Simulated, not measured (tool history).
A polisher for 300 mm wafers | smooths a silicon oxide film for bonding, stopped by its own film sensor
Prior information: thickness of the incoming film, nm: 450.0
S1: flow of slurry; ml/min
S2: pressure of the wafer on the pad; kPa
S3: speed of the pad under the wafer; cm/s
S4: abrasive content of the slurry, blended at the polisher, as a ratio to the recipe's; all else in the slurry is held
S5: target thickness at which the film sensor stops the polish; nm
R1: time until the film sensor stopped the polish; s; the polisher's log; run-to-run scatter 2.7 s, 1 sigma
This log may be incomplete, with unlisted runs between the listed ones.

run 1 hour=0.0 | S1=180 S2=11.7 S3=86 S4=1.0 S5=354 | R1=198.04
run 2 hour=4.6 | S1=175 S2=11.0 S3=86 S4=1.0 S5=354 | R1=208.85
run 3 hour=7.6 | S1=175 S2=10.3 S3=86 S4=1.0 S5=354 | R1=226.69
run 4 hour=15.1 | S1=175 S2=9.7 S3=86 S4=1.0 S5=354 | R1=240.17
run 5 hour=16.7 | S1=175 S2=11.0 S3=86 S4=1.0 S5=354 | R1=210.38
run 6 hour=24.8 | S1=145 S2=11.0 S3=86 S4=1.0 S5=354 | R1=217.50

Run 7 has not been measured yet. What should we expect?
run 7 hour=26.0 | S1=145 S2=10.3 S3=86 S4=1.0 S5=354 | R1=?

R1: 231.82 s

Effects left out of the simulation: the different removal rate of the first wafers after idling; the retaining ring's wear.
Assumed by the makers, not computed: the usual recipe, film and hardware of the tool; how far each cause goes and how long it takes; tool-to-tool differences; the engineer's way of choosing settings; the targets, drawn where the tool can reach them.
